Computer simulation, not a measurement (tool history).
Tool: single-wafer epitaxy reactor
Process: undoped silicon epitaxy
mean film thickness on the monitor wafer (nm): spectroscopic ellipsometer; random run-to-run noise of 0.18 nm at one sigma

run  hour  wafer temperature setpoint (pyrometer-controlled) (deg C)  deposition time (s)  mean film thickness on the monitor wafer (nm)
  1   0.0                                                        645                  359                                         53.893
  2   5.5                                                        645                  320                                         48.154
  3   7.7                                                        647                  320                                         49.788
  4  14.4                                                        647                  294                                         45.896
  5  19.3                                                        649                  294                                         47.784
  6  24.6                                                        656                  294                                         54.567
  7  31.7                                                        657                  294                                         55.699

Forecast run 8:
  8  38.6                                                        658                  294                                              ?

{"run 8": {"mean film thickness on the monitor wafer (nm)": 56.721}}
